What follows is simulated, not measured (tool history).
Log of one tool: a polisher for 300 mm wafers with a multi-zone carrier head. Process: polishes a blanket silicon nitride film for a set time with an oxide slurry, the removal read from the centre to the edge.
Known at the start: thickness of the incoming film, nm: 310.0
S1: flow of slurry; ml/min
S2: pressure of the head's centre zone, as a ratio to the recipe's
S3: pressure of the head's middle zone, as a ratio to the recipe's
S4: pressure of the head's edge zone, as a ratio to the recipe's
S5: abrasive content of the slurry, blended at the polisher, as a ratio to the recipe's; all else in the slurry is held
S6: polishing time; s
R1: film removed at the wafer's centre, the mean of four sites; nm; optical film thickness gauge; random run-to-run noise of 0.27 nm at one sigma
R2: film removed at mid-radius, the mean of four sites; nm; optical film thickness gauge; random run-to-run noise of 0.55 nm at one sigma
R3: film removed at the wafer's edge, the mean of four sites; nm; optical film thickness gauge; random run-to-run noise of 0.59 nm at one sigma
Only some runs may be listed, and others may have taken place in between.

run	hour	S1	S2	S3	S4	S5	S6	R1	R2	R3
1	0.0	140	1.00	1.00	1.00	1.00	49	28.108	28.602	27.562
2	8.9	140	1.00	1.00	1.00	1.00	56	32.483	32.178	32.406
3	17.4	140	1.00	1.00	0.96	1.00	56	32.499	32.430	32.655
4	23.6	145	0.97	1.01	0.96	1.15	57	34.008	35.297	34.355
5	29.2	145	0.97	1.01	0.96	0.95	57	31.420	32.989	32.340
6	32.8	170	0.97	1.01	0.96	0.95	57	32.710	33.181	33.271
7	39.6	190	0.95	1.11	1.06	1.20	57	35.570	41.884	37.806

Forecast run 8:
8	44.0	195	0.94	1.09	1.09	1.20	57	?	?	?

{"run 8": {"R1": 35.05, "R2": 40.629, "R3": 38.746}}
